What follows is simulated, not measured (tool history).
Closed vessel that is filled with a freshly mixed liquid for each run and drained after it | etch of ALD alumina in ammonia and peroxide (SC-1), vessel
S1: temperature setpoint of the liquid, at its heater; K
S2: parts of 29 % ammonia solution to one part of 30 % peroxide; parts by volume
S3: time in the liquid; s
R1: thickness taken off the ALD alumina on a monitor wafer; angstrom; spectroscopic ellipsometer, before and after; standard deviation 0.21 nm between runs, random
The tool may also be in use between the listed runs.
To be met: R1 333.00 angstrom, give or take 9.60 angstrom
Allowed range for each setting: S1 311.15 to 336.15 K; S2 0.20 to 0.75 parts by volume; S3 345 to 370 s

{"run": 1, "hour": 0.0, "S1": 320.15, "S2": 0.45, "S3": 345, "R1": 179.85}
{"run": 2, "hour": 8.6, "S1": 315.15, "S2": 0.45, "S3": 345, "R1": 132.8}
{"run": 3, "hour": 10.3, "S1": 320.15, "S2": 0.45, "S3": 345, "R1": 179.13}
{"run": 4, "hour": 14.0, "S1": 320.15, "S2": 0.35, "S3": 345, "R1": 171.67}
{"run": 5, "hour": 16.3, "S1": 323.65, "S2": 0.35, "S3": 345, "R1": 213.38}
{"run": 6, "hour": 23.6, "S1": 323.65, "S2": 0.35, "S3": 345, "R1": 215.14}
{"run": 7, "hour": 29.5, "S1": 326.15, "S2": 0.35, "S3": 345, "R1": 244.48}
{"run": 8, "hour": 36.9, "S1": 326.15, "S2": 0.35, "S3": 345, "R1": 242.47}
{"run": 9, "hour": 39.0, "S1": 328.15, "S2": 0.35, "S3": 345, "R1": 269.2}
{"run": 10, "hour": 42.4, "S1": 332.65, "S2": 0.35, "S3": 345, "R1": 343.52}

4 next moves are on the table. One of them brings every result within its allowed miss. Which?
{"run": "A", "hour": 45.8, "S1": 329.65, "S2": 0.4, "S3": 360, "R1": "?"}
{"run": "B", "hour": 45.8, "S1": 333.15, "S2": 0.3, "S3": 350, "R1": "?"}
{"run": "C", "hour": 45.8, "S1": 333.15, "S2": 0.35, "S3": 345, "R1": "?"}
{"run": "D", "hour": 45.8, "S1": 330.65, "S2": 0.35, "S3": 370, "R1": "?"}

move=A R1=314.04
move=B R1=357.32
move=C R1=357.41
move=D R1=336.11
A: moves the result that the last run missed by most past its target, out the other side
B: the biggest miss grows against the last run
C: the biggest miss grows against the last run
D: each result inside its tolerance
Go with D: it meets all targets.
